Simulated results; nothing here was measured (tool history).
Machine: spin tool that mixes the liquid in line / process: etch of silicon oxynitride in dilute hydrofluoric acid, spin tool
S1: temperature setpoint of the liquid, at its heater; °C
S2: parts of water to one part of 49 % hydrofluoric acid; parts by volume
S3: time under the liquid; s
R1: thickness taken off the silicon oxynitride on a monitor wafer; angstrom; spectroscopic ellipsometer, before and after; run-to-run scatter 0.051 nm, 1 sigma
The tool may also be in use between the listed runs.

run 1 hour=0.0 | S1=24.0 S2=115 S3=310 | R1=49.576
run 2 hour=7.9 | S1=25.5 S2=115 S3=310 | R1=50.945
run 3 hour=16.9 | S1=25.5 S2=90 S3=310 | R1=67.614
run 4 hour=25.6 | S1=23.5 S2=95 S3=310 | R1=58.793
run 5 hour=29.1 | S1=22.0 S2=95 S3=310 | R1=54.217
run 6 hour=35.4 | S1=22.0 S2=95 S3=330 | R1=58.120

The next listed run, before its measurement:
run 7 hour=36.2 | S1=20.5 S2=95 S3=330 | R1=?

R1: 54.448 angstrom
